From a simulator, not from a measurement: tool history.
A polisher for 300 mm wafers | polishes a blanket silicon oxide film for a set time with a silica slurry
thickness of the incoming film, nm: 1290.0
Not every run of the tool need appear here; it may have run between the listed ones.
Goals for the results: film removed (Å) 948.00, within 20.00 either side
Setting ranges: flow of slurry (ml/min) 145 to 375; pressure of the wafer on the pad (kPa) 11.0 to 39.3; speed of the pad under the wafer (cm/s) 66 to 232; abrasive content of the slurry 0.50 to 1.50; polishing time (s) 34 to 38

run	hour	flow of slurry (ml/min)	pressure of the wafer on the pad (kPa)	speed of the pad under the wafer (cm/s)	abrasive content of the slurry	polishing time (s)	film removed (Å)
1	0.0	240	24.8	148	1.00	38	1148.80
2	3.2	215	24.8	148	1.00	38	1128.10
3	3.8	210	24.1	148	1.00	38	1105.40
4	11.8	210	24.1	148	1.20	38	1236.60
5	19.7	210	24.1	176	1.20	38	1371.40
6	23.3	210	23.4	176	1.20	38	1329.10
7	25.0	210	22.8	176	1.20	38	1319.60
8	26.7	210	22.1	176	1.20	38	1261.90
9	28.1	210	21.4	176	1.20	38	1247.70
10	28.6	210	20.7	176	1.20	38	1225.10
11	31.6	185	13.8	176	1.20	38	907.93
12	37.4	190	13.8	176	1.20	38	895.52
13	38.8	195	13.8	176	1.20	38	909.55

5 next moves are on the table. One of them brings every result within its allowed miss. Which?
A	40.2	220	13.8	152	1.40	37	?
B	40.2	145	15.9	148	1.15	38	?
C	40.2	235	15.2	142	1.20	38	?
D	40.2	230	13.8	150	1.50	37	?
E	40.2	215	17.2	162	1.15	36	?

move	film removed (Å)
A	871.78
B	845.18
C	856.20
D	893.15
E	937.10
A: further off than the last run
B: further off than the last run
C: further off than the last run
D: further off than the last run
E: all results land within tolerance of their targets
E is the move that brings every result within its allowed miss.

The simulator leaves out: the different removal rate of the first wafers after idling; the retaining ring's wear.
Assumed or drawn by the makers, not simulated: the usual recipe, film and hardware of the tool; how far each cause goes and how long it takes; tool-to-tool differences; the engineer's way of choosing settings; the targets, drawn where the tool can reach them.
